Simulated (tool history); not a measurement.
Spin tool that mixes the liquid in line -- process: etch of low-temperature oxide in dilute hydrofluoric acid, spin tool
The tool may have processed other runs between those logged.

run  hour  temperature setpoint of the liquid (K)  parts of water to one part of 49 % hydrofluoric acid (parts by volume)  time under the liquid (s)  thickness taken off the low-temperature oxide on a monitor wafer (nm)
  1     0                                  299.15                                                                     210                         30                                                                 5.3078
  2   3.5                                  299.15                                                                     210                         30                                                                 5.2965
  3   6.3                                  299.15                                                                     155                         30                                                                  7.677
  4     9                                  296.65                                                                     180                         30                                                                 5.8289
  5  11.3                                  300.15                                                                     180                         30                                                                 6.6594
  6  14.4                                  302.65                                                                     180                         30                                                                 7.2483
  7  16.9                                  298.65                                                                     200                         30                                                                 5.5018
  8  24.2                                  296.15                                                                     210                         30                                                                 4.7531

The next listed run, before its measurement:
  9  30.6                                  294.65                                                                     215                         30                                                                      ?

{"run 9": {"thickness taken off the low-temperature oxide on a monitor wafer (nm)": 4.4276}}
